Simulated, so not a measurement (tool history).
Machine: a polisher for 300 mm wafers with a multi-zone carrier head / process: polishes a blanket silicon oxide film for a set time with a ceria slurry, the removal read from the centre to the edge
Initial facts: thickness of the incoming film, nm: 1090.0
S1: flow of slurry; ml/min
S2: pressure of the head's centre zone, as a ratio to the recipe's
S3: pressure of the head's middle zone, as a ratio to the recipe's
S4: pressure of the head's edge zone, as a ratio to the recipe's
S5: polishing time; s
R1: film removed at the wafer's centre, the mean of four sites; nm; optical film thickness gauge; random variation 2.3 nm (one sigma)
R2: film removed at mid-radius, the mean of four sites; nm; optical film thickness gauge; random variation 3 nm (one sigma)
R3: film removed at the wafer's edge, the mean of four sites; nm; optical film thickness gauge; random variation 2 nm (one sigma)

Run 1, hour 0.0: S1 145 ml/min, S2 1.00, S3 1.00, S4 1.00, S5 44 s. Result: R1 204.29 nm, R2 212.61 nm, R3 212.35 nm.
Run 2, hour 4.7: S1 135 ml/min, S2 0.95, S3 1.03, S4 0.98, S5 43 s. Result: R1 186.44 nm, R2 211.29 nm, R3 202.89 nm.
Run 3, hour 11.4: S1 125 ml/min, S2 0.92, S3 1.05, S4 0.97, S5 43 s. Result: R1 173.29 nm, R2 201.40 nm, R3 197.87 nm.
Run 4, hour 16.5: S1 125 ml/min, S2 0.92, S3 1.01, S4 0.97, S5 43 s. Result: R1 179.85 nm, R2 202.43 nm, R3 202.07 nm.
Run 5, hour 25.3: S1 125 ml/min, S2 0.92, S3 1.01, S4 0.97, S5 33 s. Result: R1 137.86 nm, R2 155.88 nm, R3 155.91 nm.
Run 6, hour 33.0: S1 125 ml/min, S2 0.99, S3 1.01, S4 0.97, S5 33 s. Result: R1 143.55 nm, R2 157.32 nm, R3 152.49 nm.
Run 7, hour 34.2: S1 145 ml/min, S2 0.96, S3 1.06, S4 1.00, S5 34 s. Result: R1 153.49 nm, R2 168.96 nm, R3 167.29 nm.

Run 8 is up next; what results do you expect?
Run 8, hour 36.5: S1 145 ml/min, S2 0.92, S3 1.10, S4 0.97, S5 36 s. Result: R1 ?, R2 ?, R3 ?.

{"run 8": {"R1": 150.56, "R2": 189.89, "R3": 172.61}}
